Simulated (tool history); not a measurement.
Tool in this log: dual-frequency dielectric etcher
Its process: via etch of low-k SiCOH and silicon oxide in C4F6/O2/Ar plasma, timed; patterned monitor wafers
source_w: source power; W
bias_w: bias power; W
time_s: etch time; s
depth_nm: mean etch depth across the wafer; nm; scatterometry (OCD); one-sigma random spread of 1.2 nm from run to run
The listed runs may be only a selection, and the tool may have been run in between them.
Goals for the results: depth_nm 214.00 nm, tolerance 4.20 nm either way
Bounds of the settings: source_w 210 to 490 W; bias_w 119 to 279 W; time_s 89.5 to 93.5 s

run  hour  source_w  bias_w  time_s  depth_nm
  1   0.0       350     199    89.5    235.73
  2   0.9       350     199    89.5    236.10
  3   6.1       330     197    89.5    230.25
  4  13.5       330     161    89.5    217.81
  5  20.9       330     177    89.5    225.69
  6  25.2       330     177    93.5    232.34
  7  33.1       310     175    93.5    229.09
  8  34.3       300     173    93.5    228.02
  9  36.8       290     171    93.5    224.11
 10  38.4       280     170    93.5    221.94
 11  39.2       270     169    93.5    220.41

Which one of the following 4 next-run settings gets every result inside its allowed miss? There is exactly one.
  A  40.0       300     175    93.5         ?
  B  40.0       370     145    93.5         ?
  C  40.0       300     201    90.5         ?
  D  40.0       250     159    93.5         ?

move  depth_nm
   A    228.42
   B    231.90
   C    228.81
   D    212.92
A: moves away from the targets compared with the last run
B: moves away from the targets compared with the last run
C: moves away from the targets compared with the last run
D: hits every target within its allowed miss
Go with D: it meets all targets.
